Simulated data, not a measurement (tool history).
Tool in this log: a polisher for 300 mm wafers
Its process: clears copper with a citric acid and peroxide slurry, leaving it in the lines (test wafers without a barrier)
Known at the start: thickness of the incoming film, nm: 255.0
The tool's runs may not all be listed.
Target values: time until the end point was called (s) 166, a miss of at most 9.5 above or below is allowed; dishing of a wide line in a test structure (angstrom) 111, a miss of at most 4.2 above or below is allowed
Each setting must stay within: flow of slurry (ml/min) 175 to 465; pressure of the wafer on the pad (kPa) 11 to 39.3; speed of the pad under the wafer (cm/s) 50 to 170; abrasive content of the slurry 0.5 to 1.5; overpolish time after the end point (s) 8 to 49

run,hour,flow of slurry (ml/min),pressure of the wafer on the pad (kPa),speed of the pad under the wafer (cm/s),abrasive content of the slurry,overpolish time after the end point (s),time until the end point was called (s),dishing of a wide line in a test structure (angstrom)
1,0,295,24.8,110,1,25,89.937,545.34
2,4.8,295,24.8,84,1,25,107.61,465.71
3,10.8,295,22.8,78,1,22,118.46,367.26
4,13.3,300,20.7,74,1,20,142.55,308.93
5,20.7,280,20,70,0.9,18,153.55,255.45
6,27.1,265,20,66,0.85,16,155.55,219.59
7,30.5,250,20,64,0.8,15,166.17,200.6
8,38.1,240,20,62,0.75,14,174.68,180.6
9,38.7,230,20.7,60,0.7,13,173.71,167.56
10,40.2,220,21.4,58,0.65,12,179.92,152.02
11,41.6,220,21.4,58,0.65,12,178.63,153.16
12,42.7,215,22.1,56,0.65,11,174.82,144.46
13,49.8,175,22.8,50,0.5,8,203.55,93.42
14,56.7,180,23.4,50,0.5,8,186.63,96.984
15,60,190,23.4,50,0.5,8,185,98.164
16,64.9,200,23.4,50,0.5,8,190.37,97.864
17,69.2,205,23.4,50,0.5,8,186.42,97.814
18,73.4,210,23.4,52,0.5,8,181.27,101.34
19,79.8,225,26.2,52,0.5,9,162.5,125.89
20,88.7,220,26.2,52,0.5,9,166.51,126.8
21,96.3,215,26.2,52,0.5,9,162.6,124.1

4 next moves are on the table. One of them brings every result within its allowed miss. Which?
A,103.9,205,27.6,52,0.5,10,?,?
B,103.9,205,21.4,70,0.6,11,?,?
C,103.9,175,27.6,50,0.5,8,?,?
D,103.9,205,26.2,52,0.55,11,?,?

move,time until the end point was called (s),dishing of a wide line in a test structure (angstrom)
A,160.46,144.71
B,165.06,153.73
C,167.15,112.4
D,165.01,154.19
A: moves away from the targets compared with the last run
B: moves away from the targets compared with the last run
C: all results in spec
D: moves away from the targets compared with the last run
C meets every target.

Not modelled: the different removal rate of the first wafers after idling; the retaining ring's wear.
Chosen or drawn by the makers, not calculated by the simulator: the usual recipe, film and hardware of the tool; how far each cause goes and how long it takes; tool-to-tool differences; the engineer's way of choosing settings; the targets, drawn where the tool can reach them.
